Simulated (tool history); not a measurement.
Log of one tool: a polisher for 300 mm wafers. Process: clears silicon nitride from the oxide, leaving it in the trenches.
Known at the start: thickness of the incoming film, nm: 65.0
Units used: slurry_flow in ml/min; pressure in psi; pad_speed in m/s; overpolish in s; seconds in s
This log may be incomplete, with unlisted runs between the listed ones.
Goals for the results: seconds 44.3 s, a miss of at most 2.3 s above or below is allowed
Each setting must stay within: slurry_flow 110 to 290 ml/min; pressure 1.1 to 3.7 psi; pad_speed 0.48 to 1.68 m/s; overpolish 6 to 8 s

Run 1, hour 0: slurry_flow 185 ml/min, pressure 2.4 psi, pad_speed 1.08 m/s, overpolish 8 s. Result: seconds 70.499 s.
Run 2, hour 5.7: slurry_flow 185 ml/min, pressure 1.9 psi, pad_speed 1.08 m/s, overpolish 8 s. Result: seconds 85.447 s.
Run 3, hour 11: slurry_flow 185 ml/min, pressure 2.2 psi, pad_speed 1.1 m/s, overpolish 8 s. Result: seconds 72.932 s.
Run 4, hour 17.2: slurry_flow 185 ml/min, pressure 2.4 psi, pad_speed 1.12 m/s, overpolish 8 s. Result: seconds 66.204 s.
Run 5, hour 17.8: slurry_flow 220 ml/min, pressure 2.4 psi, pad_speed 1.12 m/s, overpolish 8 s. Result: seconds 65.901 s.
Run 6, hour 25.7: slurry_flow 220 ml/min, pressure 2 psi, pad_speed 1.12 m/s, overpolish 8 s. Result: seconds 79.236 s.
Run 7, hour 27.3: slurry_flow 220 ml/min, pressure 2.3 psi, pad_speed 1.14 m/s, overpolish 8 s. Result: seconds 67.119 s.
Run 8, hour 28: slurry_flow 220 ml/min, pressure 2.5 psi, pad_speed 1.14 m/s, overpolish 8 s. Result: seconds 61.636 s.

Exactly one of the 4 candidate moves below puts every result within its allowed miss. Which one?
Run A, hour 28.7: slurry_flow 180 ml/min, pressure 2.4 psi, pad_speed 1.32 m/s, overpolish 8 s. Result: seconds ?.
Run B, hour 28.7: slurry_flow 270 ml/min, pressure 1.5 psi, pad_speed 1.04 m/s, overpolish 8 s. Result: seconds ?.
Run C, hour 28.7: slurry_flow 210 ml/min, pressure 2.6 psi, pad_speed 0.72 m/s, overpolish 8 s. Result: seconds ?.
Run D, hour 28.7: slurry_flow 215 ml/min, pressure 2.5 psi, pad_speed 1.58 m/s, overpolish 6 s. Result: seconds ?.

move  seconds
   A   57.615
   B   108.47
   C   93.667
   D   45.299
A: closer than the last run, but not yet in spec
B: further off than the last run
C: further off than the last run
D: each result inside its tolerance
D meets every target.
